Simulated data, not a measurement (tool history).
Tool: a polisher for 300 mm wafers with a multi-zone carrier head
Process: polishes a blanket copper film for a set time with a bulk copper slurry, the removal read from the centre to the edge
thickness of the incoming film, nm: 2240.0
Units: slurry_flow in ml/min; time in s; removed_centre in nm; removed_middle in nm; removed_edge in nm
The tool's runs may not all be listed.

run 1 day=0 | slurry_flow=315 centre_zone=1 middle_zone=1 edge_zone=1 slurry_solids=1 time=52 | removed_centre=381.9 removed_middle=397.59 removed_edge=396.99
run 2 day=0.096 | slurry_flow=315 centre_zone=1 middle_zone=1 edge_zone=1 slurry_solids=1 time=58 | removed_centre=428.69 removed_middle=445.23 removed_edge=445.55
run 3 day=0.371 | slurry_flow=315 centre_zone=1 middle_zone=1 edge_zone=1 slurry_solids=1.15 time=58 | removed_centre=449.76 removed_middle=463.52 removed_edge=457.21
run 4 day=0.508 | slurry_flow=315 centre_zone=1 middle_zone=1 edge_zone=1 slurry_solids=1.35 time=58 | removed_centre=458.58 removed_middle=472.1 removed_edge=467.91
run 5 day=0.729 | slurry_flow=310 centre_zone=1.01 middle_zone=0.96 edge_zone=0.99 slurry_solids=1.3 time=58 | removed_centre=460.93 removed_middle=459.52 removed_edge=459.9
run 6 day=1.079 | slurry_flow=310 centre_zone=1.01 middle_zone=0.96 edge_zone=0.94 slurry_solids=1.3 time=58 | removed_centre=473.53 removed_middle=455.74 removed_edge=447.08

Run 7 comes next. What will it give?
run 7 day=1.283 | slurry_flow=305 centre_zone=1.03 middle_zone=0.93 edge_zone=0.96 slurry_solids=1.25 time=58 | removed_centre=? removed_middle=? removed_edge=?

{"run 7": {"removed_centre": 462.92, "removed_middle": 446.32, "removed_edge": 448.65}}

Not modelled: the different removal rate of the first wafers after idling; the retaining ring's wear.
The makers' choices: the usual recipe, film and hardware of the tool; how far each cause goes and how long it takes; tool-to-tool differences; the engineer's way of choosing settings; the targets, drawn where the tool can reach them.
